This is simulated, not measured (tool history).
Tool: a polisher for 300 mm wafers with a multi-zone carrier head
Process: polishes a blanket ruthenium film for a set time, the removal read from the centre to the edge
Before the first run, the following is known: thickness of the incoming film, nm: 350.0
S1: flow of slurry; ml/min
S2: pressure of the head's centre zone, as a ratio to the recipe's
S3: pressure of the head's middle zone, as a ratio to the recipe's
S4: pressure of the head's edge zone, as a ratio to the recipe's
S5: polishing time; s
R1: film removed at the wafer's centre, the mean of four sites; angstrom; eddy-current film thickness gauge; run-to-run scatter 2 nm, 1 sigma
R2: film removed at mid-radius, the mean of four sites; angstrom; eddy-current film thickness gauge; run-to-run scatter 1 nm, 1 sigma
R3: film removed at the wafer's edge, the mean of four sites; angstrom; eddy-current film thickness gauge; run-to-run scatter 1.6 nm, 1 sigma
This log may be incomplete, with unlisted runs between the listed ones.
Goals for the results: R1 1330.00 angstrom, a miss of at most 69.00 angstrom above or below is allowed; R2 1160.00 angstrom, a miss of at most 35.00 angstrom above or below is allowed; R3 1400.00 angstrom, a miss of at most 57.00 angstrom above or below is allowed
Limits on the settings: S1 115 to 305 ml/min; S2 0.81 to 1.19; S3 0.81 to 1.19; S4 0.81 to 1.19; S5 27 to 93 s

run	hour	S1	S2	S3	S4	S5	R1	R2	R3
1	0.0	195	1.00	1.00	1.00	59	913.21	924.61	954.87
2	2.9	195	0.94	1.00	1.00	59	899.69	931.24	951.60
3	9.8	205	0.97	0.98	1.03	63	978.10	987.62	1038.40
4	13.8	205	0.97	0.98	1.03	52	800.46	808.01	854.41
5	19.4	205	0.97	0.98	1.00	52	789.51	810.95	844.15
6	25.0	200	0.98	0.96	1.03	58	910.29	879.51	953.14
7	28.3	195	0.98	0.95	1.06	62	931.56	930.44	1035.30
8	36.8	200	1.01	0.94	1.07	65	1025.70	973.55	1087.30
# hour 42.0: slurry nozzle cleaned
9	42.0	200	1.02	0.93	1.09	68	1119.10	1037.90	1197.40

Pick the move, out of 5, that brings all results within their allowed miss; only one does.
A	47.2	230	0.91	0.88	1.10	59	?	?	?
B	47.2	180	0.98	0.81	1.19	66	?	?	?
C	47.2	305	1.00	1.17	0.92	59	?	?	?
D	47.2	195	1.02	0.87	1.10	80	?	?	?
E	47.2	130	0.81	1.02	1.19	75	?	?	?

move	R1	R2	R3
A	920.01	889.02	1058.90
B	1044.30	893.73	1196.20
C	1029.00	1168.80	998.72
D	1327.30	1164.50	1409.80
E	946.66	1145.70	1287.40
A: its largest miss is bigger than the last run's
B: its largest miss is bigger than the last run's
C: its largest miss is bigger than the last run's
D: every result lands within tolerance
E: its largest miss is bigger than the last run's
Go with D: it meets all targets.
